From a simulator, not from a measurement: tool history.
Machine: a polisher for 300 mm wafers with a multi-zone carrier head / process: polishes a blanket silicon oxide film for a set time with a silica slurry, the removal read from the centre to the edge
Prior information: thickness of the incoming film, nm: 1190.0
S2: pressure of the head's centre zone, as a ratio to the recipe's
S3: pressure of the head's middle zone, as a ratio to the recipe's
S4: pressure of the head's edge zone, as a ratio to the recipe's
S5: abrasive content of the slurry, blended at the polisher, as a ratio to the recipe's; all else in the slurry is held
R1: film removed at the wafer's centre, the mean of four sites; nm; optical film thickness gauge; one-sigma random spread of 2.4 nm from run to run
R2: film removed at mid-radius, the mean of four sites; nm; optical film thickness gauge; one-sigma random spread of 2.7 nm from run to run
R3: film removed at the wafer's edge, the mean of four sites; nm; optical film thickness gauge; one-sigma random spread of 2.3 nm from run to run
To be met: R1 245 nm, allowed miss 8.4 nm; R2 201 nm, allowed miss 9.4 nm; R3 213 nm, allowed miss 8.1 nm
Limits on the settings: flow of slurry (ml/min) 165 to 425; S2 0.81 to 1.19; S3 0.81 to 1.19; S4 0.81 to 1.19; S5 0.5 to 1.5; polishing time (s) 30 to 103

{"run": 1, "day": 0.0, "flow of slurry (ml/min)": 275, "S2": 1, "S3": 1, "S4": 1, "S5": 1, "polishing time (s)": 66, "R1": 261.69, "R2": 261.35, "R3": 261.76}
{"run": 2, "day": 0.133, "flow of slurry (ml/min)": 275, "S2": 1, "S3": 1, "S4": 1.05, "S5": 1, "polishing time (s)": 66, "R1": 256.07, "R2": 257.88, "R3": 264.04}
{"run": 3, "day": 0.379, "flow of slurry (ml/min)": 275, "S2": 1, "S3": 0.97, "S4": 1.05, "S5": 1, "polishing time (s)": 66, "R1": 256.45, "R2": 253.15, "R3": 264.62}
{"run": 4, "day": 0.638, "flow of slurry (ml/min)": 275, "S2": 1.03, "S3": 0.94, "S4": 1.01, "S5": 0.9, "polishing time (s)": 66, "R1": 248.38, "R2": 237.11, "R3": 248.89}
{"run": 5, "day": 0.908, "flow of slurry (ml/min)": 245, "S2": 1.03, "S3": 0.94, "S4": 1.01, "S5": 0.9, "polishing time (s)": 66, "R1": 249.48, "R2": 230.24, "R3": 250.94}
{"run": 6, "day": 1.133, "flow of slurry (ml/min)": 245, "S2": 0.96, "S3": 0.94, "S4": 1.01, "S5": 0.9, "polishing time (s)": 66, "R1": 235.77, "R2": 232.8, "R3": 242.86}
{"run": 7, "day": 1.362, "flow of slurry (ml/min)": 240, "S2": 1, "S3": 0.92, "S4": 0.95, "S5": 0.85, "polishing time (s)": 66, "R1": 237.36, "R2": 219.39, "R3": 232.69}
{"run": 8, "day": 1.629, "flow of slurry (ml/min)": 240, "S2": 1.02, "S3": 0.91, "S4": 0.91, "S5": 0.85, "polishing time (s)": 66, "R1": 240.63, "R2": 223.9, "R3": 225.49}
{"run": 9, "day": 1.833, "flow of slurry (ml/min)": 230, "S2": 1.04, "S3": 0.88, "S4": 0.89, "S5": 0.85, "polishing time (s)": 66, "R1": 244.13, "R2": 214.51, "R3": 231.24}
{"run": 10, "day": 2.075, "flow of slurry (ml/min)": 265, "S2": 1.13, "S3": 0.9, "S4": 0.87, "S5": 0.65, "polishing time (s)": 65, "R1": 232.53, "R2": 186.2, "R3": 196.78}

Exactly one of the 5 candidate moves below puts every result within its allowed miss. Which one?
{"run": "A", "day": 2.317, "flow of slurry (ml/min)": 315, "S2": 1.07, "S3": 1.07, "S4": 0.81, "S5": 0.75, "polishing time (s)": 62, "R1": "?", "R2": "?", "R3": "?"}
{"run": "B", "day": 2.317, "flow of slurry (ml/min)": 305, "S2": 1.02, "S3": 1, "S4": 0.81, "S5": 0.7, "polishing time (s)": 66, "R1": "?", "R2": "?", "R3": "?"}
{"run": "C", "day": 2.317, "flow of slurry (ml/min)": 170, "S2": 1.12, "S3": 0.89, "S4": 0.83, "S5": 0.5, "polishing time (s)": 84, "R1": "?", "R2": "?", "R3": "?"}
{"run": "D", "day": 2.317, "flow of slurry (ml/min)": 275, "S2": 1.19, "S3": 0.87, "S4": 0.81, "S5": 0.85, "polishing time (s)": 63, "R1": "?", "R2": "?", "R3": "?"}
{"run": "E", "day": 2.317, "flow of slurry (ml/min)": 220, "S2": 1.14, "S3": 0.81, "S4": 0.92, "S5": 0.7, "polishing time (s)": 74, "R1": "?", "R2": "?", "R3": "?"}

move=A R1=232.41 R2=231.81 R3=205.31
move=B R1=226.7 R2=224.28 R3=210.67
move=C R1=246.71 R2=202.9 R3=215.17
move=D R1=275.61 R2=208.06 R3=220.59
move=E R1=274.67 R2=204.81 R3=241.33
A: brings the result that was furthest off to its target, and leaves another outside
B: brings the result that was furthest off to its target, and leaves another outside
C: every result within its allowed miss
D: brings the result that was furthest off to its target, and leaves another outside
E: the result that was furthest off in the last run now lies on the other side of its target
Go with C: it meets all targets.
